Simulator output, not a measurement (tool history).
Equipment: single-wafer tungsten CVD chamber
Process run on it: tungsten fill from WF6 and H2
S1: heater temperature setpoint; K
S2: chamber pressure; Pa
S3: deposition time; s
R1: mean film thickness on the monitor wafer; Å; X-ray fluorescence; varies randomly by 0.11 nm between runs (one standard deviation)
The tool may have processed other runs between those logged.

Run 1, day 0: S1 653.15 K, S2 3680 Pa, S3 19.8 s. Result: R1 339.01 Å.
Run 2, day 0.308: S1 653.15 K, S2 4000 Pa, S3 19.8 s. Result: R1 353.75 Å.
Run 3, day 0.371: S1 655.15 K, S2 4000 Pa, S3 19.8 s. Result: R1 369.91 Å.
Run 4, day 0.688: S1 655.15 K, S2 4000 Pa, S3 18.9 s. Result: R1 352.84 Å.
Run 5, day 0.921: S1 655.15 K, S2 4453 Pa, S3 18.9 s. Result: R1 372.74 Å.
Run 6, day 1.221: S1 660.15 K, S2 4453 Pa, S3 18.9 s. Result: R1 412.53 Å.
Run 7, day 1.321: S1 661.15 K, S2 4453 Pa, S3 18.9 s. Result: R1 421.56 Å.

Estimate the outcome of run 8 from the log above:
Run 8, day 1.375: S1 662.15 K, S2 4453 Pa, S3 18.9 s. Result: R1 ?.

For run 8 the tool returned R1 429.67 Å.
